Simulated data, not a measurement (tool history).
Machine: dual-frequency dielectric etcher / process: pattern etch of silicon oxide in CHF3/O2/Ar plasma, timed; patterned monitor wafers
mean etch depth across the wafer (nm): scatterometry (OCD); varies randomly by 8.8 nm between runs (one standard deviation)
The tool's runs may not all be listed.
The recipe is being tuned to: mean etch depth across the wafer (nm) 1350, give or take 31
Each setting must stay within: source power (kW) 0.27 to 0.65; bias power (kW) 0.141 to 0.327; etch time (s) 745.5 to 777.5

| run | hour | source power (kW) | bias power (kW) | etch time (s) | mean etch depth across the wafer (nm) |
|---|---|---|---|---|---|
| 1 | 0 | 0.46 | 0.234 | 745.5 | 1541.4 |
| 2 | 9 | 0.51 | 0.234 | 745.5 | 1640.2 |
| 3 | 14 | 0.51 | 0.202 | 745.5 | 1592 |
| 4 | 21.6 | 0.47 | 0.197 | 745.5 | 1515.6 |
| 5 | 27.1 | 0.47 | 0.197 | 745.5 | 1497.2 |
| 6 | 35.3 | 0.47 | 0.197 | 777.5 | 1572.2 |
| 7 | 44.3 | 0.44 | 0.194 | 776.5 | 1521.4 |
| 8 | 49.9 | 0.41 | 0.191 | 776 | 1429.7 |
| 9 | 56.5 | 0.4 | 0.19 | 776 | 1414.9 |
| 10 | 63.4 | 0.39 | 0.189 | 776 | 1401.2 |

Pick the move, out of 4, that brings all results within their allowed miss; only one does.
| A | 70.3 | 0.38 | 0.164 | 751.5 | ? |
| B | 70.3 | 0.41 | 0.2 | 767.5 | ? |
| C | 70.3 | 0.41 | 0.141 | 777.5 | ? |
| D | 70.3 | 0.36 | 0.187 | 745.5 | ? |

| move | mean etch depth across the wafer (nm) |
|---|---|
| A | 1294.1 |
| B | 1445.7 |
| C | 1362.2 |
| D | 1275.2 |
A: pushes the last run's worst result past its target
B: the biggest miss grows against the last run
C: every result within its allowed miss
D: pushes the last run's worst result past its target
The move that meets every target is C.
